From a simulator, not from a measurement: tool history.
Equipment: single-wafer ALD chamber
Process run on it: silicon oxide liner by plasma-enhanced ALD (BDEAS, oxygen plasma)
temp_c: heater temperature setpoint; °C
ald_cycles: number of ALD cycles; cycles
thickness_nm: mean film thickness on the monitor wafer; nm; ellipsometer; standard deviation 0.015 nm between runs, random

{"run": 1, "hour": 0.0, "temp_c": 320, "ald_cycles": 39, "thickness_nm": 3.3673}
{"run": 2, "hour": 8.6, "temp_c": 318, "ald_cycles": 41, "thickness_nm": 3.5308}
{"run": 3, "hour": 10.9, "temp_c": 317, "ald_cycles": 42, "thickness_nm": 3.64}
{"run": 4, "hour": 12.0, "temp_c": 316, "ald_cycles": 43, "thickness_nm": 3.7014}
{"run": 5, "hour": 14.4, "temp_c": 312, "ald_cycles": 43, "thickness_nm": 3.7304}
{"run": 6, "hour": 18.7, "temp_c": 312, "ald_cycles": 41, "thickness_nm": 3.5495}
{"run": 7, "hour": 24.3, "temp_c": 312, "ald_cycles": 42, "thickness_nm": 3.6343}

Predict the results of run 8:
{"run": 8, "hour": 30.9, "temp_c": 312, "ald_cycles": 43, "thickness_nm": "?"}

thickness_nm: 3.7288 nm
